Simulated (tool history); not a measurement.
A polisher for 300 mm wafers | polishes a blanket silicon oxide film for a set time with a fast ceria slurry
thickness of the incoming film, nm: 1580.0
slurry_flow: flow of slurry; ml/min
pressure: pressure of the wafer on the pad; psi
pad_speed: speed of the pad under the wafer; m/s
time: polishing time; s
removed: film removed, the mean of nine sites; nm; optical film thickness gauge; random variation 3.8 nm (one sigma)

{"run": 1, "hour": 0.0, "slurry_flow": 145, "pressure": 2.1, "pad_speed": 1.14, "time": 55, "removed": 771.79}
{"run": 2, "hour": 1.4, "slurry_flow": 120, "pressure": 2.1, "pad_speed": 1.14, "time": 55, "removed": 737.68}
{"run": 3, "hour": 9.8, "slurry_flow": 120, "pressure": 2.1, "pad_speed": 1.28, "time": 55, "removed": 833.44}
{"run": 4, "hour": 13.9, "slurry_flow": 120, "pressure": 2.1, "pad_speed": 1.28, "time": 58, "removed": 874.43}
{"run": 5, "hour": 20.8, "slurry_flow": 120, "pressure": 2.5, "pad_speed": 1.28, "time": 58, "removed": 1025.6}
{"run": 6, "hour": 26.0, "slurry_flow": 120, "pressure": 2.8, "pad_speed": 1.28, "time": 58, "removed": 1154.1}
{"run": 7, "hour": 31.6, "slurry_flow": 120, "pressure": 2.6, "pad_speed": 1.28, "time": 58, "removed": 1069.2}
{"run": 8, "hour": 36.1, "slurry_flow": 120, "pressure": 2.4, "pad_speed": 1.28, "time": 58, "removed": 986.62}
{"run": 9, "hour": 44.5, "slurry_flow": 100, "pressure": 1.8, "pad_speed": 1.26, "time": 58, "removed": 708.09}
{"run": 10, "hour": 53.3, "slurry_flow": 90, "pressure": 1.2, "pad_speed": 1.24, "time": 58, "removed": 464.29}
{"run": 11, "hour": 56.5, "slurry_flow": 130, "pressure": 1.3, "pad_speed": 1.24, "time": 58, "removed": 542.29}

Run 12 comes next. What will it give?
{"hour": 64.6, "done": "head pressure recalibrated"}
{"run": 12, "hour": 64.6, "slurry_flow": 120, "pressure": 1.3, "pad_speed": 1.24, "time": 58, "removed": "?"}

removed: 590.70 nm
